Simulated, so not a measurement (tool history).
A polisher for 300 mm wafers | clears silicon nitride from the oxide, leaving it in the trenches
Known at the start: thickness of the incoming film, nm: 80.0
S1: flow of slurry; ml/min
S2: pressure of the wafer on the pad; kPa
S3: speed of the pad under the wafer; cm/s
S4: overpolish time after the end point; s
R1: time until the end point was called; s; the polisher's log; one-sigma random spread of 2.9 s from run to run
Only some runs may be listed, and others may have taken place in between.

run,hour,S1,S2,S3,S4,R1
1,0.0,145,14.5,126,35,94.671
2,3.3,160,14.5,126,35,94.066
3,10.7,160,17.9,126,35,74.814
4,17.6,160,16.5,126,35,81.044
5,23.8,160,16.5,154,35,69.930
6,26.9,160,16.5,180,35,57.284
7,33.2,155,13.8,162,35,75.280
8,34.3,150,11.7,146,35,95.628

Run 9 has not been measured yet. What should we expect?
9,40.0,150,10.3,134,35,?

{"run 9": {"R1": 127.17}}
